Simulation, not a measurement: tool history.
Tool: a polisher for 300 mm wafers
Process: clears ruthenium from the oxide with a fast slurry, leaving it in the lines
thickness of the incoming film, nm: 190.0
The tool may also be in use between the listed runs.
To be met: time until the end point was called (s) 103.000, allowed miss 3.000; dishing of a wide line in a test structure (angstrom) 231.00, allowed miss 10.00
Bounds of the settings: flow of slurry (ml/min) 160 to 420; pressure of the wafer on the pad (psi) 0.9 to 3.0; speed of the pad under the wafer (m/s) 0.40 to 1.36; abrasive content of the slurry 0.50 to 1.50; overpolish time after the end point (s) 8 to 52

run	hour	flow of slurry (ml/min)	pressure of the wafer on the pad (psi)	speed of the pad under the wafer (m/s)	abrasive content of the slurry	overpolish time after the end point (s)	time until the end point was called (s)	dishing of a wide line in a test structure (angstrom)
1	0.0	270	1.9	0.88	1.00	26	118.450	410.42
2	4.8	330	1.9	0.88	1.00	26	116.740	424.58
3	13.8	365	1.9	0.88	1.00	26	114.760	414.63
4	17.5	380	1.9	0.88	1.00	21	116.660	351.27
# hour 18.8: slurry blender recalibrated
5	18.8	390	2.0	0.88	1.00	17	91.692	354.92
6	22.0	420	2.0	0.88	1.00	17	90.326	364.32
7	24.3	345	1.8	0.88	1.00	8	100.210	162.83
8	31.5	360	1.8	0.88	1.00	9	98.735	179.71
9	32.5	370	1.8	0.88	1.00	10	98.390	202.11
10	39.6	370	1.8	0.88	1.00	10	98.872	200.69
11	42.1	380	1.8	0.88	1.00	11	98.393	219.11
12	46.4	380	1.8	0.88	1.00	12	99.717	239.00
13	51.0	375	1.8	0.88	1.00	12	100.100	242.12
14	52.8	370	1.8	0.88	1.00	12	98.298	248.31
15	59.1	360	1.8	0.88	1.00	12	99.851	242.49
16	61.2	360	1.8	0.88	1.00	12	99.640	240.52
17	69.7	355	1.8	0.88	1.00	12	98.977	235.08
18	77.0	350	1.8	0.88	1.00	12	99.953	241.63
19	81.8	340	1.7	0.88	1.00	11	104.440	212.60
20	83.3	350	1.7	0.88	1.00	11	102.260	216.46
21	89.7	355	1.7	0.88	1.00	11	103.840	214.66
22	93.8	360	1.7	0.88	1.00	11	103.210	214.38

4 next moves are on the table. One of them brings every result within its allowed miss. Which?
A	97.9	345	1.8	0.88	0.95	10	?	?
B	97.9	290	1.9	0.76	1.05	10	?	?
C	97.9	300	1.7	1.00	0.85	12	?	?
D	97.9	380	1.3	1.16	1.00	10	?	?

move	time until the end point was called (s)	dishing of a wide line in a test structure (angstrom)
A	102.880	193.25
B	105.140	189.28
C	104.860	225.66
D	102.470	194.00
A: further off than the last run
B: further off than the last run
C: meets every target
D: further off than the last run
Move C is the one to make.
